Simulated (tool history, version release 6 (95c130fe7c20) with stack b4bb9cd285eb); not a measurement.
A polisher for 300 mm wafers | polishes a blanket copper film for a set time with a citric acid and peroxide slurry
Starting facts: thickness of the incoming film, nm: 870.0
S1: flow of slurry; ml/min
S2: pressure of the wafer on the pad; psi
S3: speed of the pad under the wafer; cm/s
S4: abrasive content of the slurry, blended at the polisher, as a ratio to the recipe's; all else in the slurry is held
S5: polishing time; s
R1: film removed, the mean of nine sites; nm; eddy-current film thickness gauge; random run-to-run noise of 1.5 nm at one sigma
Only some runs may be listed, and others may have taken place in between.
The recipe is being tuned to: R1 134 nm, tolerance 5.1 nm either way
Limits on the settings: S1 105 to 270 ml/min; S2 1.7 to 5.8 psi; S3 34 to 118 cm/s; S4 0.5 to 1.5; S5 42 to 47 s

| run | hour | S1 | S2 | S3 | S4 | S5 | R1 |
|---|---|---|---|---|---|---|---|
| 1 | 0 | 175 | 3.7 | 76 | 1 | 47 | 91.687 |
| 2 | 0.6 | 175 | 4 | 76 | 1 | 47 | 98.085 |
| 3 | 7.4 | 175 | 4.4 | 76 | 1 | 47 | 106.88 |
| 4 | 8.2 | 175 | 4.6 | 76 | 1 | 47 | 111.37 |
| 5 | 16.8 | 175 | 4.6 | 64 | 1 | 47 | 94.456 |
| 6 | 20.9 | 210 | 4.6 | 64 | 1 | 47 | 98.051 |
| 7 | 27.1 | 210 | 4.9 | 64 | 1 | 47 | 103.41 |
| 8 | 31.3 | 210 | 5.1 | 66 | 1 | 47 | 110.55 |
| 9 | 38 | 210 | 5.3 | 66 | 1 | 47 | 116.19 |
| 10 | 40.1 | 210 | 5.4 | 66 | 1 | 47 | 118.8 |
| 11 | 40.7 | 210 | 5.5 | 66 | 1 | 47 | 119.51 |
| 12 | 44.8 | 210 | 5.6 | 66 | 1 | 47 | 122.15 |
| 13 | 52.3 | 210 | 5.7 | 66 | 1 | 47 | 123.11 |
| 14 | 61.2 | 215 | 5.7 | 68 | 1 | 47 | 126.48 |

Consider the 5 candidate settings below. Which is the only one whose results all fall within their allowed miss of target?
| A | 70.1 | 265 | 5.8 | 76 | 1.15 | 47 | ? |
| B | 70.1 | 205 | 5.4 | 82 | 1 | 47 | ? |
| C | 70.1 | 270 | 5.8 | 60 | 1.2 | 46 | ? |
| D | 70.1 | 225 | 5.1 | 70 | 1.1 | 47 | ? |
| E | 70.1 | 225 | 5.7 | 70 | 1.05 | 47 | ? |

| move | R1 |
|---|---|
| A | 150.57 |
| B | 142.62 |
| C | 120.04 |
| D | 120.44 |
| E | 132.56 |
A: pushes the last run's worst result past its target
B: pushes the last run's worst result past its target
C: the biggest miss grows against the last run
D: the biggest miss grows against the last run
E: each result inside its tolerance
The right move is E.
